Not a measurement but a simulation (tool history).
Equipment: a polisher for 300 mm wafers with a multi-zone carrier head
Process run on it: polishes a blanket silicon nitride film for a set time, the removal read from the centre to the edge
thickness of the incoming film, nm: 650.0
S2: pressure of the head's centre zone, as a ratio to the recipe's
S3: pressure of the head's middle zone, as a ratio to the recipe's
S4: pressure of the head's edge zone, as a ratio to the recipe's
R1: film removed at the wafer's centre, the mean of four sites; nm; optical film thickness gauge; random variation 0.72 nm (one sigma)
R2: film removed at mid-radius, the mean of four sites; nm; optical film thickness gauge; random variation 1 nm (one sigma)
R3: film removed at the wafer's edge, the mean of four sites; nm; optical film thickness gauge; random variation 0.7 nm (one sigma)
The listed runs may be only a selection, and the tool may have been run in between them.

Run 1, hour 0: flow of slurry (ml/min) 170, S2 1, S3 1, S4 1, polishing time (s) 61. Result: R1 99.195 nm, R2 97.838 nm, R3 97.606 nm.
Run 2, hour 4.8: flow of slurry (ml/min) 130, S2 1, S3 1, S4 1, polishing time (s) 61. Result: R1 93.662 nm, R2 92.854 nm, R3 94.902 nm.
Run 3, hour 6.8: flow of slurry (ml/min) 100, S2 1, S3 1, S4 1, polishing time (s) 61. Result: R1 85.088 nm, R2 85.695 nm, R3 88.225 nm.
Run 4, hour 9.5: flow of slurry (ml/min) 100, S2 0.99, S3 1.01, S4 0.99, polishing time (s) 61. Result: R1 83.89 nm, R2 86.816 nm, R3 88.304 nm.
Run 5, hour 15.7: flow of slurry (ml/min) 100, S2 0.99, S3 1.01, S4 0.9, polishing time (s) 61. Result: R1 84.913 nm, R2 84.707 nm, R3 85.692 nm.
Run 6, hour 24.3: flow of slurry (ml/min) 100, S2 0.99, S3 0.98, S4 0.9, polishing time (s) 61. Result: R1 83.851 nm, R2 84.543 nm, R3 85.695 nm.
Run 7, hour 30.7: flow of slurry (ml/min) 100, S2 0.98, S3 1, S4 0.89, polishing time (s) 61. Result: R1 83.891 nm, R2 84.691 nm, R3 86.023 nm.

The next listed run, before its measurement:
Run 8, hour 34: flow of slurry (ml/min) 100, S2 0.98, S3 1.02, S4 0.88, polishing time (s) 61. Result: R1 ?, R2 ?, R3 ?.

For run 8 the tool returned R1 84.386 nm, R2 86.074 nm, R3 83.83 nm.
